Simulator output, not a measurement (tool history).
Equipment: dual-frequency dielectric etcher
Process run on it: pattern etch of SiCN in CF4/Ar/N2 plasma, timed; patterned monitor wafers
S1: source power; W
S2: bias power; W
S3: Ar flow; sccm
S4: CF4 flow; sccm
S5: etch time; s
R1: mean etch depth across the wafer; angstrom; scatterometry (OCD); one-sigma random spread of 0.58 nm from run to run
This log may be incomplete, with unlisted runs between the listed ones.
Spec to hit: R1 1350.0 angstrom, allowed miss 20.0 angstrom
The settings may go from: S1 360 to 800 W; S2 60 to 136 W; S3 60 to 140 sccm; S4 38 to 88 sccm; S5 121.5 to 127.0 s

run,day,S1,S2,S3,S4,S5,R1
1,0.000,580,98,100,63,121.5,1455.4
2,0.146,670,98,100,63,121.5,1608.8
3,0.492,670,98,100,63,127.0,1695.9
4,0.525,670,98,100,63,127.0,1678.3
# day 0.571: Ar flow controller replaced
5,0.571,720,98,100,63,127.0,1776.4
6,0.725,670,97,100,63,127.0,1666.5
7,0.858,560,95,100,63,127.0,1444.2
8,1.125,550,95,100,63,127.0,1425.0
9,1.412,540,95,100,63,127.0,1405.6
10,1.742,530,95,100,63,127.0,1393.7

Exercise: of the 5 proposed moves below, exactly one satisfies all targets within the stated allowed misses. Which move is it?
A,2.071,520,107,109,65,126.5,?
B,2.071,540,99,103,60,121.5,?
C,2.071,530,106,91,57,122.5,?
D,2.071,540,97,101,62,125.0,?
E,2.071,540,93,88,56,126.5,?

move,R1
A,1398.2
B,1346.0
C,1385.1
D,1387.8
E,1400.2
A: lands further from the targets than the last run did
B: all results land within tolerance of their targets
C: closer than the last run, but not yet in spec
D: closer than the last run, but not yet in spec
E: lands further from the targets than the last run did
B is the move that brings every result within its allowed miss.

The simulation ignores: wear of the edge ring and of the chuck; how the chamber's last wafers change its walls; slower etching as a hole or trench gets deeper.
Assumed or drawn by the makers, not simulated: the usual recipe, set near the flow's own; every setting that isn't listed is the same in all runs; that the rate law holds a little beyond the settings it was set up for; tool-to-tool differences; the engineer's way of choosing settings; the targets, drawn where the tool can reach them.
